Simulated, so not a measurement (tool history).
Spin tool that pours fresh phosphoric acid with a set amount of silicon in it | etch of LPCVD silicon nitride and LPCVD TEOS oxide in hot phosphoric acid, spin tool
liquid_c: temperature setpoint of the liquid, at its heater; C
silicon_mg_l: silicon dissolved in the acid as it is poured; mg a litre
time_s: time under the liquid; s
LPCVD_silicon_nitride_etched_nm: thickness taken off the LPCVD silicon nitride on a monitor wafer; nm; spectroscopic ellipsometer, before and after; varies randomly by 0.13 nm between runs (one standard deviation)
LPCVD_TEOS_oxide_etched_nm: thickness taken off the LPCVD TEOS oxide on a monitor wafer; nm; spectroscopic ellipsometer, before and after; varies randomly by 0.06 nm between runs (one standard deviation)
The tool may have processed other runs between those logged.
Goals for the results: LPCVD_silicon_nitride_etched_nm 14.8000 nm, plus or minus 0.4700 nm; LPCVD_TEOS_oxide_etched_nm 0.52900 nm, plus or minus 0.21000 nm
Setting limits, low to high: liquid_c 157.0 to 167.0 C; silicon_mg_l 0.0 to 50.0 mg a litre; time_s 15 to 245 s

run  hour  liquid_c  silicon_mg_l  time_s  LPCVD_silicon_nitride_etched_nm  LPCVD_TEOS_oxide_etched_nm
  1   0.0     162.0          22.5     125                          10.7390                     0.28814
  2   0.5     162.0          22.5      90                           7.6002                     0.24031
  3   5.8     162.5          22.0      95                           8.2176                     0.24043
  4  11.5     163.0          20.5     100                           8.6792                     0.25069
  5  20.2     163.0          15.5     100                           8.8547                     0.31992
  6  23.3     163.0           6.5     100                           8.7974                     0.41371
  7  25.5     163.5           7.0     105                           9.2479                     0.43453
  8  27.7     163.5           7.5     110                           9.7837                     0.38956
  9  35.0     166.0          11.0     160                          15.4720                     0.73627
 10  40.6     166.0          12.0     160                          15.5280                     0.77812
 11  44.6     166.0          13.0     160                          15.2720                     0.58172
 12  50.9     166.0          14.0     160                          15.7160                     0.60605

Exactly one of the 5 candidate moves below puts every result within its allowed miss. Which one?
  A  57.2     167.0          22.5     165                                ?                           ?
  B  57.2     165.5          19.0     175                                ?                           ?
  C  57.2     167.0           1.5     170                                ?                           ?
  D  57.2     167.0          26.5     165                                ?                           ?
  E  57.2     165.5          18.0     155                                ?                           ?

move  LPCVD_silicon_nitride_etched_nm  LPCVD_TEOS_oxide_etched_nm
   A                          16.5680                     0.53176
   B                          16.7320                     0.56076
   C                          17.0700                     0.90188
   D                          16.5680                     0.46631
   E                          14.8200                     0.51047
A: its largest miss is bigger than the last run's
B: its largest miss is bigger than the last run's
C: its largest miss is bigger than the last run's
D: its largest miss is bigger than the last run's
E: all results in spec
The move that meets every target is E.

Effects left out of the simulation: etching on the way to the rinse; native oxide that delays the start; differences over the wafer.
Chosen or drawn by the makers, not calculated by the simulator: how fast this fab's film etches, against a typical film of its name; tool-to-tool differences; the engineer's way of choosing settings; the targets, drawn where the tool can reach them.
